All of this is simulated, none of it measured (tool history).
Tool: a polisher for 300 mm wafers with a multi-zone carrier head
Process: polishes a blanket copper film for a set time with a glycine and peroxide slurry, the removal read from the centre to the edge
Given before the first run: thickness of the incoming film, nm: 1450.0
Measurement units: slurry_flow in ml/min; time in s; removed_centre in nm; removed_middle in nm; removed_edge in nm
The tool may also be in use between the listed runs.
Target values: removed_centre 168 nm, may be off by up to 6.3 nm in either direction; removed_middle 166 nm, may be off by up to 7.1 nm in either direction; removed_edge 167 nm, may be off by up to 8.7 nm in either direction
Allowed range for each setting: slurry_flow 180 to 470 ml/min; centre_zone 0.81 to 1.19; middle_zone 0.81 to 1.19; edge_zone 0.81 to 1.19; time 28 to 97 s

run 1 hour=0 | slurry_flow=300 centre_zone=1 middle_zone=1 edge_zone=1 time=62 | removed_centre=332.37 removed_middle=323.51 removed_edge=326.94
run 2 hour=0.7 | slurry_flow=300 centre_zone=1 middle_zone=1 edge_zone=1 time=48 | removed_centre=265.36 removed_middle=257.15 removed_edge=257.94
run 3 hour=5.7 | slurry_flow=300 centre_zone=1.06 middle_zone=1 edge_zone=1 time=48 | removed_centre=271.18 removed_middle=255.45 removed_edge=256.94
run 4 hour=12.3 | slurry_flow=250 centre_zone=1.06 middle_zone=1 edge_zone=1 time=48 | removed_centre=267.67 removed_middle=250.1 removed_edge=250.22
run 5 hour=20.4 | slurry_flow=235 centre_zone=1.02 middle_zone=0.98 edge_zone=0.98 time=43 | removed_centre=236.17 removed_middle=220.75 removed_edge=222.7
run 6 hour=25.6 | slurry_flow=230 centre_zone=0.98 middle_zone=0.97 edge_zone=0.97 time=40 | removed_centre=202.52 removed_middle=201.5 removed_edge=202.52
run 7 hour=33.1 | slurry_flow=225 centre_zone=0.97 middle_zone=0.95 edge_zone=0.94 time=40 | removed_centre=208.04 removed_middle=197.68 removed_edge=199.05
run 8 hour=38 | slurry_flow=220 centre_zone=0.87 middle_zone=0.93 edge_zone=0.91 time=28 | removed_centre=131.07 removed_middle=135.41 removed_edge=134.81
run 9 hour=44.9 | slurry_flow=220 centre_zone=0.87 middle_zone=0.93 edge_zone=0.91 time=28 | removed_centre=130.59 removed_middle=137.77 removed_edge=140.45
run 10 hour=48.8 | slurry_flow=240 centre_zone=0.97 middle_zone=1.02 edge_zone=1.01 time=36 | removed_centre=187.46 removed_middle=188.86 removed_edge=185.69
run 11 hour=53.4 | slurry_flow=230 centre_zone=0.96 middle_zone=1 edge_zone=0.99 time=35 | removed_centre=181.43 removed_middle=183.81 removed_edge=179.2
run 12 hour=56.9 | slurry_flow=225 centre_zone=0.95 middle_zone=0.98 edge_zone=0.97 time=35 | removed_centre=176.54 removed_middle=177.76 removed_edge=180.38
run 13 hour=65 | slurry_flow=225 centre_zone=0.94 middle_zone=0.97 edge_zone=0.95 time=35 | removed_centre=174.22 removed_middle=177.64 removed_edge=179.82
run 14 hour=65.8 | slurry_flow=230 centre_zone=0.96 middle_zone=0.95 edge_zone=0.9 time=31 | removed_centre=159.95 removed_middle=150.87 removed_edge=151.4
run 15 hour=72.5 | slurry_flow=230 centre_zone=0.96 middle_zone=0.96 edge_zone=0.92 time=31 | removed_centre=157.37 removed_middle=158.68 removed_edge=159.91
run 16 hour=77.4 | slurry_flow=230 centre_zone=0.97 middle_zone=0.96 edge_zone=0.92 time=31 | removed_centre=162.86 removed_middle=154.1 removed_edge=158.44

Which single option among these 5 for the next run brings every result within its allowed miss of target? Just one does.
run A hour=82.3 | slurry_flow=315 centre_zone=0.89 middle_zone=0.88 edge_zone=0.82 time=34 | removed_centre=? removed_middle=? removed_edge=?
run B hour=82.3 | slurry_flow=210 centre_zone=1.06 middle_zone=0.92 edge_zone=0.97 time=29 | removed_centre=? removed_middle=? removed_edge=?
run C hour=82.3 | slurry_flow=235 centre_zone=1 middle_zone=0.93 edge_zone=0.92 time=31 | removed_centre=? removed_middle=? removed_edge=?
run D hour=82.3 | slurry_flow=340 centre_zone=0.89 middle_zone=0.82 edge_zone=1.17 time=31 | removed_centre=? removed_middle=? removed_edge=?
run E hour=82.3 | slurry_flow=190 centre_zone=0.98 middle_zone=1.09 edge_zone=0.83 time=32 | removed_centre=? removed_middle=? removed_edge=?

move=A removed_centre=162.53 removed_middle=165.39 removed_edge=162.01
move=B removed_centre=155.15 removed_middle=141.14 removed_edge=145.2
move=C removed_centre=159.51 removed_middle=153.92 removed_edge=152.6
move=D removed_centre=149.07 removed_middle=143.05 removed_edge=176.02
move=E removed_centre=158.3 removed_middle=178.03 removed_edge=147.74
A: in spec on every target
B: further off than the last run
C: just as far off the targets as the last run
D: further off than the last run
E: takes the biggest miss from the last run beyond its target
Go with A: it meets all targets.

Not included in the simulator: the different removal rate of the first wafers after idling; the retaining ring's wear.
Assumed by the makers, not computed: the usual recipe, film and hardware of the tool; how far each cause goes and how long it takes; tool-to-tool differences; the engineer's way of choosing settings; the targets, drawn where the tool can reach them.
